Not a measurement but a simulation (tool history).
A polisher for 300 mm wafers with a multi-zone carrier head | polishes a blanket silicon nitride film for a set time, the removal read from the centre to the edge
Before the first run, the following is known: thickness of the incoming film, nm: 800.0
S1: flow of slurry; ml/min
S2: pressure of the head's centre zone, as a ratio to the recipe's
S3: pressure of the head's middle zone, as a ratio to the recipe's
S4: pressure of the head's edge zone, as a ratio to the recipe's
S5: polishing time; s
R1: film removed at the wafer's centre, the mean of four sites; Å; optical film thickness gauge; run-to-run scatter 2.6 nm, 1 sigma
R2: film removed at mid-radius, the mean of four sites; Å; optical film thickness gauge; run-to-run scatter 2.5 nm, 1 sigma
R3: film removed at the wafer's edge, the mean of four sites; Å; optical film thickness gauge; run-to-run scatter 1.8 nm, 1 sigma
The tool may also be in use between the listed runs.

run  hour   S1    S2    S3    S4  S5      R1      R2      R3
  1     0  240     1     1     1  79  2201.5  2193.5  2175.8
  2   8.8  180     1     1     1  79  2062.8  2075.6  2126.9
  3  14.6  195  1.02  1.02  1.02  81  2220.1  2206.2  2225.3
  4  21.3  195   1.1  1.02  1.02  81  2351.9  2186.6  2242.9
  5  25.8  210  1.11  1.04  1.04  82  2452.4  2277.1  2307.3
  6  26.4  210  1.04  1.04  1.04  82  2332.4  2305.6  2310.5

The next listed run, before its measurement:
  7  29.8  225  1.06  1.06  1.06  82   ?   ?   ?

R1: 2379.4 Å
R2: 2302.6 Å
R3: 2364.6 Å

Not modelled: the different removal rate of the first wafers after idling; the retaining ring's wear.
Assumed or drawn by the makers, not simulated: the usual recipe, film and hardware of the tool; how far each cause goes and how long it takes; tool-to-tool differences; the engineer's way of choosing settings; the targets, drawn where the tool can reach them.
